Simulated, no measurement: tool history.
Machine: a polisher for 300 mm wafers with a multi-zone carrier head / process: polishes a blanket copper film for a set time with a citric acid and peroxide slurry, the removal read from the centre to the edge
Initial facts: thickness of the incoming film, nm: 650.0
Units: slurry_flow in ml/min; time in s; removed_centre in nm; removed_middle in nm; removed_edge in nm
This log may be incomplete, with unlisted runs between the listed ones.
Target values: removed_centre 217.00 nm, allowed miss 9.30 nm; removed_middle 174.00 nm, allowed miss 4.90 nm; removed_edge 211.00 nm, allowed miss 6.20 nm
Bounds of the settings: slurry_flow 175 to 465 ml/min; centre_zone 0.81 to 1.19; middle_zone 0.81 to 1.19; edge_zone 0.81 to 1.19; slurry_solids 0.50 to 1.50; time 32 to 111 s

| run | hour | slurry_flow | centre_zone | middle_zone | edge_zone | slurry_solids | time | removed_centre | removed_middle | removed_edge |
|---|---|---|---|---|---|---|---|---|---|---|
| 1 | 0.0 | 295 | 1.00 | 1.00 | 1.00 | 1.00 | 71 | 236.43 | 243.84 | 243.13 |
| 2 | 8.4 | 295 | 1.00 | 1.00 | 1.00 | 1.00 | 77 | 258.47 | 260.08 | 262.89 |
| 3 | 14.2 | 255 | 1.00 | 1.00 | 1.00 | 1.00 | 77 | 253.64 | 256.64 | 257.23 |
| 4 | 19.6 | 240 | 1.02 | 0.95 | 1.01 | 0.90 | 75 | 253.31 | 229.07 | 248.88 |
| 5 | 21.8 | 230 | 1.00 | 0.92 | 0.99 | 0.80 | 74 | 233.44 | 217.42 | 238.37 |
| 6 | 22.3 | 220 | 1.01 | 0.89 | 0.98 | 0.75 | 73 | 229.62 | 202.31 | 226.47 |
| 7 | 25.5 | 190 | 1.00 | 0.81 | 1.00 | 0.55 | 72 | 202.49 | 171.55 | 210.25 |
| 8 | 27.6 | 195 | 1.01 | 0.81 | 1.00 | 0.55 | 72 | 212.66 | 173.96 | 214.28 |
| 9 | 32.6 | 195 | 1.01 | 0.81 | 0.99 | 0.55 | 72 | 207.37 | 172.18 | 213.03 |

4 candidate next runs follow, results not yet known. Just one meets every target within its allowed miss. Identify it.
| A | 37.6 | 190 | 0.94 | 0.81 | 1.04 | 0.50 | 73 | ? | ? | ? |
| B | 37.6 | 175 | 1.02 | 0.89 | 1.04 | 0.50 | 73 | ? | ? | ? |
| C | 37.6 | 215 | 1.18 | 0.84 | 1.05 | 0.60 | 70 | ? | ? | ? |
| D | 37.6 | 200 | 1.03 | 0.81 | 0.95 | 0.50 | 74 | ? | ? | ? |

| move | removed_centre | removed_middle | removed_edge |
|---|---|---|---|
| A | 197.94 | 172.68 | 214.06 |
| B | 206.58 | 184.01 | 211.71 |
| C | 235.45 | 179.16 | 215.71 |
| D | 215.88 | 176.39 | 208.95 |
A: the biggest miss grows against the last run
B: the biggest miss grows against the last run
C: carries the result that was furthest off beyond its target, to the other side
D: all results in spec
The right move is D.
